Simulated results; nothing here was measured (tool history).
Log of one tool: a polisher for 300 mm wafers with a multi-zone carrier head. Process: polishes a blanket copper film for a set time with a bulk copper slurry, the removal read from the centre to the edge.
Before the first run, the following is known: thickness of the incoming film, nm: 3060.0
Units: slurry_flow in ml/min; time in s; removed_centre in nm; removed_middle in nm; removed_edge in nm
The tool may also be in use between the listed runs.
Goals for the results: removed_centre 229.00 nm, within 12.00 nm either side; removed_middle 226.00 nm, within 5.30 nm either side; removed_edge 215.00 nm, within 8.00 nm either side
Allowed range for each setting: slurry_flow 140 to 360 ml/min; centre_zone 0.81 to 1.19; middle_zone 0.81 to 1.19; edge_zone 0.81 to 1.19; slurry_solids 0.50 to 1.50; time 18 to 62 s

{"run": 1, "hour": 0.0, "slurry_flow": 230, "centre_zone": 1.0, "middle_zone": 1.0, "edge_zone": 1.0, "slurry_solids": 1.0, "time": 40, "removed_centre": 223.77, "removed_middle": 202.6, "removed_edge": 195.68}
{"run": 2, "hour": 2.2, "slurry_flow": 245, "centre_zone": 0.99, "middle_zone": 1.02, "edge_zone": 1.03, "slurry_solids": 1.05, "time": 40, "removed_centre": 219.69, "removed_middle": 211.51, "removed_edge": 200.99}
{"run": 3, "hour": 10.0, "slurry_flow": 255, "centre_zone": 1.0, "middle_zone": 1.02, "edge_zone": 1.05, "slurry_solids": 1.05, "time": 40, "removed_centre": 230.22, "removed_middle": 210.62, "removed_edge": 205.89}
{"run": 4, "hour": 15.2, "slurry_flow": 295, "centre_zone": 1.0, "middle_zone": 1.02, "edge_zone": 1.05, "slurry_solids": 1.05, "time": 40, "removed_centre": 225.74, "removed_middle": 217.47, "removed_edge": 207.37}
{"run": 5, "hour": 16.4, "slurry_flow": 300, "centre_zone": 1.0, "middle_zone": 1.02, "edge_zone": 1.06, "slurry_solids": 1.05, "time": 40, "removed_centre": 235.95, "removed_middle": 218.15, "removed_edge": 210.19}
{"hour": 18.1, "done": "centre zone pressure recalibrated"}
{"run": 6, "hour": 18.1, "slurry_flow": 300, "centre_zone": 1.0, "middle_zone": 1.02, "edge_zone": 1.06, "slurry_solids": 1.05, "time": 44, "removed_centre": 227.27, "removed_middle": 236.64, "removed_edge": 234.56}
{"run": 7, "hour": 26.8, "slurry_flow": 290, "centre_zone": 1.01, "middle_zone": 1.02, "edge_zone": 1.04, "slurry_solids": 1.05, "time": 44, "removed_centre": 231.38, "removed_middle": 235.34, "removed_edge": 224.08}
{"run": 8, "hour": 33.9, "slurry_flow": 285, "centre_zone": 1.01, "middle_zone": 1.01, "edge_zone": 1.03, "slurry_solids": 1.05, "time": 44, "removed_centre": 239.18, "removed_middle": 235.45, "removed_edge": 225.97}

Which one of the following 5 next-run settings gets every result inside its allowed miss? There is exactly one.
{"run": "A", "hour": 41.0, "slurry_flow": 275, "centre_zone": 1.07, "middle_zone": 1.11, "edge_zone": 0.91, "slurry_solids": 1.2, "time": 42, "removed_centre": "?", "removed_middle": "?", "removed_edge": "?"}
{"run": "B", "hour": 41.0, "slurry_flow": 290, "centre_zone": 0.95, "middle_zone": 0.98, "edge_zone": 1.08, "slurry_solids": 1.0, "time": 48, "removed_centre": "?", "removed_middle": "?", "removed_edge": "?"}
{"run": "C", "hour": 41.0, "slurry_flow": 295, "centre_zone": 1.01, "middle_zone": 0.98, "edge_zone": 0.91, "slurry_solids": 0.85, "time": 51, "removed_centre": "?", "removed_middle": "?", "removed_edge": "?"}
{"run": "D", "hour": 41.0, "slurry_flow": 305, "centre_zone": 1.09, "middle_zone": 0.97, "edge_zone": 1.04, "slurry_solids": 1.05, "time": 43, "removed_centre": "?", "removed_middle": "?", "removed_edge": "?"}
{"run": "E", "hour": 41.0, "slurry_flow": 360, "centre_zone": 1.02, "middle_zone": 1.02, "edge_zone": 1.04, "slurry_solids": 1.15, "time": 40, "removed_centre": "?", "removed_middle": "?", "removed_edge": "?"}

move=A removed_centre=242.42 removed_middle=252.52 removed_edge=207.17
move=B removed_centre=233.41 removed_middle=247.69 removed_edge=244.31
move=C removed_centre=250.47 removed_middle=249.82 removed_edge=226.85
move=D removed_centre=245.32 removed_middle=224.52 removed_edge=219.06
move=E removed_centre=223.39 removed_middle=227.32 removed_edge=211.98
A: further off than the last run
B: further off than the last run
C: further off than the last run
D: puts the biggest miss on target and leaves a different result outside tolerance
E: in spec on every target
The move that meets every target is E.
